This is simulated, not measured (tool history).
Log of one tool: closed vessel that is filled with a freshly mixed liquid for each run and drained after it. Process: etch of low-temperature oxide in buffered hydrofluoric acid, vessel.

run  hour  temperature setpoint of the liquid (K)  parts of 40 % ammonium fluoride to one part of 49 % hydrofluoric acid (parts by volume)  time in the liquid (s)  thickness taken off the low-temperature oxide on a monitor wafer (nm)
  1     0                                  296.15                                                                                      8.5                      35                                                                 150.22
  2   1.7                                  294.15                                                                                        9                      35                                                                 126.03
  3   3.2                                  294.15                                                                                       11                      35                                                                 108.16
  4   9.8                                  293.65                                                                                       11                      35                                                                 104.57
  5  16.2                                  297.15                                                                                       11                      35                                                                  126.9
  6  20.7                                  295.65                                                                                       11                      35                                                                  117.1

Run 7 comes next. What will it give?
  7  22.9                                  294.65                                                                                       11                      35                                                                      ?

Run 7 gave thickness taken off the low-temperature oxide on a monitor wafer (nm) 110.43.

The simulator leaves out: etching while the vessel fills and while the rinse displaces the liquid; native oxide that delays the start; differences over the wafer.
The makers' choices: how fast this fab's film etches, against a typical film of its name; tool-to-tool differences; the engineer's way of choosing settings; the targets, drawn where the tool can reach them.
